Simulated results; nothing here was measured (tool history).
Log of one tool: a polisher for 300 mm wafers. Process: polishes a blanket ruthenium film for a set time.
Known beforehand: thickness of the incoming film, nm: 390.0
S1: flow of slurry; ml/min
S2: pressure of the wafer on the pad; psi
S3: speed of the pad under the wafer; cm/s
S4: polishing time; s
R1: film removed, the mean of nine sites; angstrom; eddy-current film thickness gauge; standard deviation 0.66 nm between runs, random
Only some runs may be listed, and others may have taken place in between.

run,hour,S1,S2,S3,S4,R1
1,0.0,120,2.7,128,95,1693.9
2,5.1,110,2.4,128,95,1475.2
3,10.8,100,2.2,128,95,1350.2
4,19.1,100,2.8,128,95,1689.7
5,26.3,100,2.8,108,95,1452.4
6,29.9,95,2.6,108,95,1332.3
7,33.7,90,2.5,108,95,1272.5

Expected results for the next run?
8,40.4,85,2.4,108,95,?

R1: 1204.9 angstrom

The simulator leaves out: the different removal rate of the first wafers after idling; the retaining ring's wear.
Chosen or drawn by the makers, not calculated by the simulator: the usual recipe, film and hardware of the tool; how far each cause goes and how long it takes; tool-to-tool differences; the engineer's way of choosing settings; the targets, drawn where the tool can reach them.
